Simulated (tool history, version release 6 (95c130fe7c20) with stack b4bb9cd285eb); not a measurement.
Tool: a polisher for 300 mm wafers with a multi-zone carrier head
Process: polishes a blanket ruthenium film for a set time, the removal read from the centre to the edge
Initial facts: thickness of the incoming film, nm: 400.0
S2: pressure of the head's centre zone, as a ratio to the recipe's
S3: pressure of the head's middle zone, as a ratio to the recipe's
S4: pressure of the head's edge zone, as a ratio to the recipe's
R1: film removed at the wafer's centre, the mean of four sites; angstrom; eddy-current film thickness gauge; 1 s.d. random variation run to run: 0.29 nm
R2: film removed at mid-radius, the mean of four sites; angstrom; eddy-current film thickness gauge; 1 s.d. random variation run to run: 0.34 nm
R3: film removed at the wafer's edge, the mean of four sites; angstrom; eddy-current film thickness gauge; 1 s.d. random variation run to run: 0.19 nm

run 1 day=0 | flow_of_slurry_(ml/min)=245 S2=1 S3=1 S4=1 polishing_time_(s)=38 | R1=565.35 R2=535.42 R3=556.76
run 2 day=0.15 | flow_of_slurry_(ml/min)=220 S2=0.97 S3=1.01 S4=0.96 polishing_time_(s)=33 | R1=462.17 R2=474.86 R3=464.99
run 3 day=0.408 | flow_of_slurry_(ml/min)=215 S2=0.96 S3=1 S4=0.93 polishing_time_(s)=29 | R1=393.27 R2=407.67 R3=406.14
run 4 day=0.562 | flow_of_slurry_(ml/min)=215 S2=0.96 S3=1 S4=0.86 polishing_time_(s)=29 | R1=400.65 R2=408.92 R3=390.41
run 5 day=0.75 | flow_of_slurry_(ml/min)=210 S2=0.95 S3=1.01 S4=0.85 polishing_time_(s)=26 | R1=353.87 R2=363.49 R3=343.8
run 6 day=0.783 | flow_of_slurry_(ml/min)=210 S2=0.95 S3=1.01 S4=0.85 polishing_time_(s)=18 | R1=239.13 R2=253.87 R3=238.56

Expected results for the next run?
run 7 day=1.108 | flow_of_slurry_(ml/min)=210 S2=0.95 S3=1.03 S4=0.87 polishing_time_(s)=19 | R1=? R2=? R3=?

{"run 7": {"R1": 254.4, "R2": 267.98, "R3": 256.92}}
